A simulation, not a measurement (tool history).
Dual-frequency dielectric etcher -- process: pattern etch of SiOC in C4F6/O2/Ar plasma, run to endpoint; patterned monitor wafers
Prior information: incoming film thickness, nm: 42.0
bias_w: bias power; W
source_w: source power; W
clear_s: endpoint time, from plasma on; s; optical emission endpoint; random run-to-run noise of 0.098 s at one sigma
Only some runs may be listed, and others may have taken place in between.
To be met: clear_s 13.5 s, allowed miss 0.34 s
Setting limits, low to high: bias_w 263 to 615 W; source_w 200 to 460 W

run,hour,bias_w,source_w,clear_s
1,0,439,330,15.977
2,6.7,517,330,15.299
3,12.3,517,360,14.956
4,16.8,517,400,14.145
5,21.7,457,400,14.647
6,26.1,487,400,14.485
7,30.5,497,400,14.528
8,35.7,497,400,14.434
9,41.2,507,400,14.289
10,49.1,515,400,14.186
11,50.5,522,400,14.194
12,59,529,400,14.228
13,65.3,535,400,14.002
14,71.2,540,400,14.041
15,72.1,546,400,14.019
16,79.4,551,400,13.958

Exercise: of the 4 proposed moves below, exactly one satisfies all targets within the stated allowed misses. Which move is it?
A,86.7,535,390,?
B,86.7,564,430,?
C,86.7,571,340,?
D,86.7,552,380,?

move,clear_s
A,14.16
B,13.395
C,14.635
D,14.161
A: moves away from the targets compared with the last run
B: every result within its allowed miss
C: moves away from the targets compared with the last run
D: moves away from the targets compared with the last run
The right move is B.

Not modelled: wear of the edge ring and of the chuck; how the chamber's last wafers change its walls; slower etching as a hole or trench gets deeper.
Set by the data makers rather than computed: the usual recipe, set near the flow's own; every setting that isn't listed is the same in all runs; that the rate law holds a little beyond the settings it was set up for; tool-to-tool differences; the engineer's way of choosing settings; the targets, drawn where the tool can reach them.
